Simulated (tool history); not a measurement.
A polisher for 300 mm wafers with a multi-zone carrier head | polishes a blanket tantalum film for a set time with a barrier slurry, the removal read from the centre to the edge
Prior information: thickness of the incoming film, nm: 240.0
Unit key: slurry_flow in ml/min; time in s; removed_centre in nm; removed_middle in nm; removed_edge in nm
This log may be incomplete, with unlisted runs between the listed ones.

Run 1, hour 0: slurry_flow 175 ml/min, centre_zone 1, middle_zone 1, edge_zone 1, slurry_solids 1, time 38 s. Result: removed_centre 78.895 nm, removed_middle 79.182 nm, removed_edge 81.718 nm.
Run 2, hour 2.4: slurry_flow 200 ml/min, centre_zone 1, middle_zone 1, edge_zone 1, slurry_solids 1, time 38 s. Result: removed_centre 81.706 nm, removed_middle 82.508 nm, removed_edge 80.285 nm.
Run 3, hour 10.1: slurry_flow 210 ml/min, centre_zone 1.01, middle_zone 1.02, edge_zone 1.02, slurry_solids 1, time 38 s. Result: removed_centre 82.778 nm, removed_middle 82.611 nm, removed_edge 82.666 nm.
Run 4, hour 18.8: slurry_flow 195 ml/min, centre_zone 1.01, middle_zone 1.02, edge_zone 1.02, slurry_solids 1, time 38 s. Result: removed_centre 81.195 nm, removed_middle 81.893 nm, removed_edge 80.855 nm.
Run 5, hour 26.4: slurry_flow 205 ml/min, centre_zone 1.02, middle_zone 1.04, edge_zone 1.02, slurry_solids 1.05, time 38 s. Result: removed_centre 84.272 nm, removed_middle 85.437 nm, removed_edge 83.471 nm.
Run 6, hour 35.1: slurry_flow 205 ml/min, centre_zone 1.02, middle_zone 0.97, edge_zone 1.02, slurry_solids 1.05, time 38 s. Result: removed_centre 84.024 nm, removed_middle 82.054 nm, removed_edge 83.813 nm.
Run 7, hour 36.3: slurry_flow 215 ml/min, centre_zone 1.03, middle_zone 1, edge_zone 1.01, slurry_solids 1.05, time 38 s. Result: removed_centre 86.079 nm, removed_middle 83.415 nm, removed_edge 84.591 nm.

Run 8 has not been measured yet. What should we expect?
Run 8, hour 44.2: slurry_flow 240 ml/min, centre_zone 1.05, middle_zone 1.1, edge_zone 0.91, slurry_solids 1.2, time 38 s. Result: removed_centre ?, removed_middle ?, removed_edge ?.

{"run 8": {"removed_centre": 91.289, "removed_middle": 93.188, "removed_edge": 83.09}}

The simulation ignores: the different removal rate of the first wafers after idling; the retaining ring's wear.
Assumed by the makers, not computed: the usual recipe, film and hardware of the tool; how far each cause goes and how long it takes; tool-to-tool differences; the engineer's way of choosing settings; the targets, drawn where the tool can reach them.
